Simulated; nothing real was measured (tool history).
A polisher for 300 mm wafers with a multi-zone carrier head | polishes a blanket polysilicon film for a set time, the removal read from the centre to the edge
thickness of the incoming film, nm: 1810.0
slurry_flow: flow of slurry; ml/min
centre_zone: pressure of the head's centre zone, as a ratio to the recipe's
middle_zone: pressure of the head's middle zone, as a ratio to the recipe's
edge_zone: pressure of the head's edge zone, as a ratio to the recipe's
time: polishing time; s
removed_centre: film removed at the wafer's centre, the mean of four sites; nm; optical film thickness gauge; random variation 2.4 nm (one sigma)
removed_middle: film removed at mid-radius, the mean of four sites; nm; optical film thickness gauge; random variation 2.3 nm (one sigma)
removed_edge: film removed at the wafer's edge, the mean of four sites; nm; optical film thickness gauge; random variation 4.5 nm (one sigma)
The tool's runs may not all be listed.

| run | day | slurry_flow | centre_zone | middle_zone | edge_zone | time | removed_centre | removed_middle | removed_edge |
|---|---|---|---|---|---|---|---|---|---|
| 1 | 0 | 275 | 1 | 1 | 1 | 49 | 251.98 | 252.61 | 255.71 |
| 2 | 0.071 | 275 | 0.99 | 1.01 | 1.05 | 52 | 268.43 | 271.75 | 282.25 |
| 3 | 0.229 | 285 | 0.98 | 1.03 | 1.09 | 53 | 266.02 | 275.11 | 291.4 |
| 4 | 0.329 | 285 | 0.98 | 1.03 | 1.09 | 63 | 319.71 | 331.08 | 337.82 |
| 5 | 0.704 | 280 | 0.96 | 1.02 | 1.1 | 63 | 316.09 | 324.22 | 339.78 |
| 6 | 1.046 | 280 | 0.96 | 1.11 | 1.1 | 63 | 313.35 | 346.06 | 334.87 |
| 7 | 1.121 | 280 | 0.96 | 1.11 | 1.1 | 63 | 315.01 | 355.04 | 342.28 |
| 8 | 1.196 | 275 | 0.94 | 1.09 | 1.11 | 63 | 307.1 | 346.6 | 348.96 |

The next listed run, before its measurement:
| 9 | 1.504 | 275 | 0.93 | 1.07 | 1.11 | 63 | ? | ? | ? |

{"run 9": {"removed_centre": 306.15, "removed_middle": 344.93, "removed_edge": 349.57}}

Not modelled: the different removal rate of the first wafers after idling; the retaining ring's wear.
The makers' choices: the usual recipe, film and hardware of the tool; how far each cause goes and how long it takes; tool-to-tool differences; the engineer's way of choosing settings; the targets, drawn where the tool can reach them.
